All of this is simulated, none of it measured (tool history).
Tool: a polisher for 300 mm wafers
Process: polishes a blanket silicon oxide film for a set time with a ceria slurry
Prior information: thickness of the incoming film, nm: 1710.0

run,hour,flow of slurry (ml/min),pressure of the wafer on the pad (kPa),speed of the pad under the wafer (cm/s),polishing time (s),film removed (angstrom)
1,0,145,13.8,130,50,1764.2
2,2.5,165,13.8,130,50,1851.8
3,8.7,175,14.5,130,50,1934
4,10.8,175,15.2,130,50,2039.9
5,14.1,180,15.2,130,50,2037.4
6,22.5,180,15.9,130,50,2120.5
7,25.9,185,15.9,130,50,2099.4

Estimate the outcome of run 8 from the log above:
8,31.3,185,16.5,130,50,?

film removed (angstrom): 2203.8

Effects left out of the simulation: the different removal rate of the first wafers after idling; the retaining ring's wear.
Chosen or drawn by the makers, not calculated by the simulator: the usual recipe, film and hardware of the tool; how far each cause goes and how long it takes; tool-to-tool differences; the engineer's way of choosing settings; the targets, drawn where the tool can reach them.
